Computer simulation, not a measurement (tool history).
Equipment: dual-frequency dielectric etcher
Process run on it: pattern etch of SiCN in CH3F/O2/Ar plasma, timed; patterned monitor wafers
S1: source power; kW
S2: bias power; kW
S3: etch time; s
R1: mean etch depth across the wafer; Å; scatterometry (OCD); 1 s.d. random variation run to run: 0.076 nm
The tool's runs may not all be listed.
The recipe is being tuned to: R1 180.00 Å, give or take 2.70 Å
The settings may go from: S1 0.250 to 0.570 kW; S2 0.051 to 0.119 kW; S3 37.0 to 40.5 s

| run | hour | S1 | S2 | S3 | R1 |
|---|---|---|---|---|---|
| 1 | 0.0 | 0.410 | 0.085 | 40.5 | 162.50 |
| 2 | 6.8 | 0.410 | 0.085 | 40.5 | 163.09 |
| 3 | 12.7 | 0.410 | 0.075 | 40.5 | 155.09 |
| 4 | 21.3 | 0.340 | 0.075 | 40.5 | 144.52 |
| 5 | 24.3 | 0.340 | 0.075 | 40.5 | 144.48 |
| 6 | 31.6 | 0.340 | 0.075 | 37.0 | 132.22 |
| 7 | 38.1 | 0.410 | 0.078 | 37.0 | 143.24 |
| 8 | 41.5 | 0.450 | 0.084 | 37.0 | 153.87 |
| 9 | 49.5 | 0.480 | 0.088 | 37.0 | 160.61 |
| 10 | 56.7 | 0.500 | 0.091 | 37.0 | 165.98 |

Next run, 5 choices. One meets every target within its allowed miss, the rest don't. Which?
| A | 63.9 | 0.500 | 0.092 | 38.5 | ? |
| B | 63.9 | 0.470 | 0.087 | 37.5 | ? |
| C | 63.9 | 0.530 | 0.100 | 40.0 | ? |
| D | 63.9 | 0.570 | 0.100 | 38.0 | ? |
| E | 63.9 | 0.530 | 0.090 | 39.5 | ? |

| move | R1 |
|---|---|
| A | 173.38 |
| B | 161.34 |
| C | 190.49 |
| D | 185.72 |
| E | 179.96 |
A: closer than the last run, but not yet in spec
B: misses by more than the last run did
C: takes the biggest miss from the last run beyond its target
D: takes the biggest miss from the last run beyond its target
E: meets every target
The right move is E.

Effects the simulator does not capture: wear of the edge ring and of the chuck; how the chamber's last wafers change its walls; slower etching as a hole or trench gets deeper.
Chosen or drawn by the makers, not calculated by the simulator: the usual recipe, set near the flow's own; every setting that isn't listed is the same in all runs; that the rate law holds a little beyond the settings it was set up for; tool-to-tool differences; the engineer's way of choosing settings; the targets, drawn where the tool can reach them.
